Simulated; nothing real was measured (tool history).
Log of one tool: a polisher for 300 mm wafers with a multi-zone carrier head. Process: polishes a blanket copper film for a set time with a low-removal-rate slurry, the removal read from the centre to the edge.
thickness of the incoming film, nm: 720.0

run  hour  flow of slurry (ml/min)  pressure of the head's centre zone  pressure of the head's middle zone  pressure of the head's edge zone  abrasive content of the slurry  polishing time (s)  film removed at the wafer's centre (nm)  film removed at mid-radius (nm)  film removed at the wafer's edge (nm)
  1   0.0                      185                                1.00                                1.00                              1.00                            1.00                  40                                   149.38                           156.19                                 162.49
  2   2.8                      180                                1.00                                1.01                              0.97                            0.95                  40                                   147.34                           154.87                                 152.41
  3   4.8                      175                                0.99                                1.02                              0.96                            0.95                  40                                   146.25                           153.33                                 150.07
  4  12.2                      175                                0.99                                1.02                              0.93                            0.95                  40                                   144.62                           151.00                                 150.36
  5  16.6                      175                                0.99                                1.02                              0.93                            0.95                  48                                   173.85                           181.57                                 182.30
  6  24.0                      170                                0.98                                1.03                              0.91                            0.90                  48                                   169.94                           183.82                                 172.87

Run 7 comes next. What will it give?
  7  28.4                      170                                0.98                                1.03                              0.91                            0.90                  48                                        ?                                ?                                      ?

Run 7 gave film removed at the wafer's centre (nm) 167.08, film removed at mid-radius (nm) 185.08, film removed at the wafer's edge (nm) 172.85.
